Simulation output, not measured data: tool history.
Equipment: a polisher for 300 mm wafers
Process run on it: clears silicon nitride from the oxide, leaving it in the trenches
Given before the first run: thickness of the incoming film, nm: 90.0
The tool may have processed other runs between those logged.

run    day  flow of slurry (ml/min)  pressure of the wafer on the pad (kPa)  speed of the pad under the wafer (m/s)  overpolish time after the end point (s)  time until the end point was called (s)
  1  0.000                      285                                    20.0                                    1.24                                       37                                   79.185
  2  0.371                      285                                    20.0                                    0.94                                       37                                  104.350
  3  0.679                      285                                    19.3                                    0.94                                       37                                  109.050
  4  0.979                      285                                    18.6                                    0.94                                       37                                  111.970
  5  1.188                      285                                    17.9                                    0.94                                       37                                  116.510
  6  1.438                      220                                    17.9                                    0.94                                       37                                  118.500
  7  1.804                      220                                    17.2                                    0.94                                       37                                  126.010
  8  2.117                      220                                    16.5                                    0.94                                       37                                  130.750
  9  2.271                      220                                    15.9                                    0.94                                       37                                  131.660

For run 10, what comes out?
 10  2.538                      220                                    15.2                                    0.94                                       37                                        ?

Run 10 gave time until the end point was called (s) 139.520.

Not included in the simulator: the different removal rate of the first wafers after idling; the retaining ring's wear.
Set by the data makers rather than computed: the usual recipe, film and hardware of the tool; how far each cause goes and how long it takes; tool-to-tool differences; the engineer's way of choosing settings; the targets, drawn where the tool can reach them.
